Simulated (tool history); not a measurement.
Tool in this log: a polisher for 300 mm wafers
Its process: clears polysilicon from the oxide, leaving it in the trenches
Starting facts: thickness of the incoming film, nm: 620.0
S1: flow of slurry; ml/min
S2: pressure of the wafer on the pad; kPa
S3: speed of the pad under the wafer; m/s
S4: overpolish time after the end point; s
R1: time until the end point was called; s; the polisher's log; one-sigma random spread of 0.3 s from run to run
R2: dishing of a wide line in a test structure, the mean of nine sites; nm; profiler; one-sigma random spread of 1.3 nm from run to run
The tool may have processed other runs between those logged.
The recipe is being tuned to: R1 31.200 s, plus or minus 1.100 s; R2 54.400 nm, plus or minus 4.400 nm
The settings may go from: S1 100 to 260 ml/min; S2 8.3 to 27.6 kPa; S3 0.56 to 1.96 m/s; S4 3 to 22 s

run    day   S1    S2    S3  S4      R1      R2
  1  0.000  165  17.9  1.26  11  42.336  60.417
  2  0.233  130  17.9  1.26  11  44.093  58.207
  3  0.492  135  19.3  1.26   9  40.789  55.860
  4  0.838  145  20.7  1.26   8  37.687  56.314
  5  1.188  145  16.5  1.26   8  46.590  51.434
  6  1.421  145  16.5  1.26  10  45.758  57.458
  7  1.567  155  18.6  1.26   9  41.021  57.831
  8  1.629  160  20.0  1.28   7  38.104  53.143
  9  1.671  165  21.4  1.28   7  35.639  54.712

5 next moves are on the table. One of them brings every result within its allowed miss. Which?
  A  1.712  160  23.4  1.50   6   ?   ?
  B  1.712  115  19.3  1.74   6   ?   ?
  C  1.712  240  23.4  1.38   6   ?   ?
  D  1.712  185  22.8  1.50   6   ?   ?
  E  1.712  140  25.5  1.46   5   ?   ?

move      R1      R2
   A  28.947  54.836
   B  31.365  53.377
   C  29.620  54.429
   D  28.951  54.834
   E  28.468  51.716
A: pushes the last run's worst result past its target
B: hits every target within its allowed miss
C: pushes the last run's worst result past its target
D: pushes the last run's worst result past its target
E: pushes the last run's worst result past its target
The move that meets every target is B.
